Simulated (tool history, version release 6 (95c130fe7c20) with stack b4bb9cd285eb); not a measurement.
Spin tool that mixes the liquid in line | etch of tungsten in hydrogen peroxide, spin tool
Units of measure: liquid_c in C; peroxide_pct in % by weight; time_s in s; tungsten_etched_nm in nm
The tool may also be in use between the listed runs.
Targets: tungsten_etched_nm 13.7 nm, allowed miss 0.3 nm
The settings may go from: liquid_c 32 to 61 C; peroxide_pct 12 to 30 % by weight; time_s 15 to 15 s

run 1 hour=0 | liquid_c=45 peroxide_pct=22 time_s=15 | tungsten_etched_nm=9.865
run 2 hour=5.1 | liquid_c=38.5 peroxide_pct=22 time_s=15 | tungsten_etched_nm=6.4797
run 3 hour=11.2 | liquid_c=38.5 peroxide_pct=22 time_s=15 | tungsten_etched_nm=6.5007
run 4 hour=12.2 | liquid_c=43 peroxide_pct=22 time_s=15 | tungsten_etched_nm=8.576
run 5 hour=15.1 | liquid_c=44 peroxide_pct=22 time_s=15 | tungsten_etched_nm=9.0927
run 6 hour=16.7 | liquid_c=45 peroxide_pct=22 time_s=15 | tungsten_etched_nm=9.8804
run 7 hour=25.6 | liquid_c=46 peroxide_pct=22 time_s=15 | tungsten_etched_nm=10.47
run 8 hour=33.1 | liquid_c=46.5 peroxide_pct=22 time_s=15 | tungsten_etched_nm=10.741
run 9 hour=33.9 | liquid_c=47 peroxide_pct=22 time_s=15 | tungsten_etched_nm=11.176
run 10 hour=40.5 | liquid_c=47.5 peroxide_pct=22 time_s=15 | tungsten_etched_nm=11.315
run 11 hour=42 | liquid_c=48 peroxide_pct=22 time_s=15 | tungsten_etched_nm=11.861
run 12 hour=47.8 | liquid_c=48.5 peroxide_pct=22 time_s=15 | tungsten_etched_nm=12.177

Which of these 5 next moves meets every target?
run A hour=53.6 | liquid_c=49.5 peroxide_pct=21 time_s=15 | tungsten_etched_nm=?
run B hour=53.6 | liquid_c=52 peroxide_pct=12 time_s=15 | tungsten_etched_nm=?
run C hour=53.6 | liquid_c=50.5 peroxide_pct=22 time_s=15 | tungsten_etched_nm=?
run D hour=53.6 | liquid_c=50 peroxide_pct=20 time_s=15 | tungsten_etched_nm=?
run E hour=53.6 | liquid_c=49 peroxide_pct=24 time_s=15 | tungsten_etched_nm=?

move=A tungsten_etched_nm=12.758
move=B tungsten_etched_nm=11.229
move=C tungsten_etched_nm=13.881
move=D tungsten_etched_nm=12.838
move=E tungsten_etched_nm=13.227
A: an improvement on the last run, though not all results are within tolerance
B: further off than the last run
C: all results in spec
D: an improvement on the last run, though not all results are within tolerance
E: an improvement on the last run, though not all results are within tolerance
C meets every target.
